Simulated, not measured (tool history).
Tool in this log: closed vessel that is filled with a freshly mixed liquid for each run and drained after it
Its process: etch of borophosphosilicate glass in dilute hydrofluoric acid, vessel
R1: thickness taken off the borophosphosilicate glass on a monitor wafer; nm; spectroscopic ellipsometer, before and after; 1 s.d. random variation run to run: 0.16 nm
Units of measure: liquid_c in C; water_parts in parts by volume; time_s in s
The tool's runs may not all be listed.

{"run": 1, "day": 0.0, "liquid_c": 23, "water_parts": 65, "time_s": 100, "R1": 65.979}
{"run": 2, "day": 0.288, "liquid_c": 23, "water_parts": 65, "time_s": 110, "R1": 72.611}
{"run": 3, "day": 0.354, "liquid_c": 23, "water_parts": 55, "time_s": 110, "R1": 86.768}
{"run": 4, "day": 0.588, "liquid_c": 21.5, "water_parts": 65, "time_s": 110, "R1": 68.572}
{"run": 5, "day": 0.679, "liquid_c": 21.5, "water_parts": 75, "time_s": 110, "R1": 58.35}
{"run": 6, "day": 0.788, "liquid_c": 24.5, "water_parts": 75, "time_s": 110, "R1": 66.019}
{"run": 7, "day": 1.15, "liquid_c": 22.5, "water_parts": 80, "time_s": 110, "R1": 56.746}
{"run": 8, "day": 1.467, "liquid_c": 21, "water_parts": 80, "time_s": 110, "R1": 53.155}
{"day": 1.612, "done": "thermometer replaced"}
{"run": 9, "day": 1.612, "liquid_c": 20, "water_parts": 80, "time_s": 110, "R1": 48.115}
{"run": 10, "day": 1.858, "liquid_c": 19.5, "water_parts": 80, "time_s": 110, "R1": 47.024}
{"run": 11, "day": 2.117, "liquid_c": 19, "water_parts": 80, "time_s": 110, "R1": 45.752}
{"run": 12, "day": 2.308, "liquid_c": 18.5, "water_parts": 80, "time_s": 110, "R1": 45.306}

Run 13 has not been measured yet. What should we expect?
{"run": 13, "day": 2.512, "liquid_c": 18, "water_parts": 80, "time_s": 110, "R1": "?"}

For run 13 the tool returned R1 44.336 nm.
